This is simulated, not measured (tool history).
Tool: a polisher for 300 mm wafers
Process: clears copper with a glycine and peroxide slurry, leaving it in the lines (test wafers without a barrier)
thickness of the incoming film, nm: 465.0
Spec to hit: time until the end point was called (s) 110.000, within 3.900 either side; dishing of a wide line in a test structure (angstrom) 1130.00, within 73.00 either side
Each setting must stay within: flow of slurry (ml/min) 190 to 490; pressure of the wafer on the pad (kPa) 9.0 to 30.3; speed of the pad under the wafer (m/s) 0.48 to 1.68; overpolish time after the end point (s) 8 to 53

| run | hour | flow of slurry (ml/min) | pressure of the wafer on the pad (kPa) | speed of the pad under the wafer (m/s) | overpolish time after the end point (s) | time until the end point was called (s) | dishing of a wide line in a test structure (angstrom) |
|---|---|---|---|---|---|---|---|
| 1 | 0.0 | 315 | 19.3 | 1.08 | 27 | 81.853 | 940.45 |
| 2 | 5.9 | 315 | 19.3 | 1.08 | 34 | 82.507 | 1106.70 |
| 3 | 8.4 | 375 | 19.3 | 1.08 | 34 | 80.697 | 1131.30 |
| 4 | 11.0 | 320 | 19.3 | 1.08 | 34 | 83.418 | 1136.90 |
| 5 | 15.7 | 320 | 19.3 | 1.34 | 34 | 70.302 | 1216.80 |
| 6 | 17.2 | 385 | 19.3 | 1.34 | 34 | 68.653 | 1222.50 |
| 7 | 18.8 | 385 | 19.3 | 1.34 | 34 | 70.147 | 1212.30 |
| 8 | 23.3 | 385 | 17.2 | 1.32 | 37 | 77.763 | 1185.80 |
| 9 | 24.0 | 385 | 15.9 | 1.30 | 39 | 83.068 | 1175.60 |
| 10 | 29.8 | 385 | 14.5 | 1.28 | 41 | 91.291 | 1132.00 |
| 11 | 37.5 | 385 | 10.3 | 1.26 | 48 | 118.790 | 994.15 |

Which one of the following 5 next-run settings gets every result inside its allowed miss? There is exactly one.
| A | 45.2 | 315 | 12.4 | 1.06 | 30 | ? | ? |
| B | 45.2 | 400 | 11.0 | 1.30 | 35 | ? | ? |
| C | 45.2 | 445 | 10.3 | 1.12 | 46 | ? | ? |
| D | 45.2 | 450 | 13.1 | 1.10 | 49 | ? | ? |
| E | 45.2 | 330 | 13.8 | 1.12 | 38 | ? | ? |

| move | time until the end point was called (s) | dishing of a wide line in a test structure (angstrom) |
|---|---|---|
| A | 118.200 | 724.91 |
| B | 111.010 | 837.41 |
| C | 127.760 | 921.61 |
| D | 108.050 | 1100.60 |
| E | 104.640 | 951.87 |
A: further off than the last run
B: meets the target for the result that was furthest off, but another lies outside its allowed miss
C: further off than the last run
D: each result inside its tolerance
E: pushes the last run's worst result past its target
D is the move that brings every result within its allowed miss.
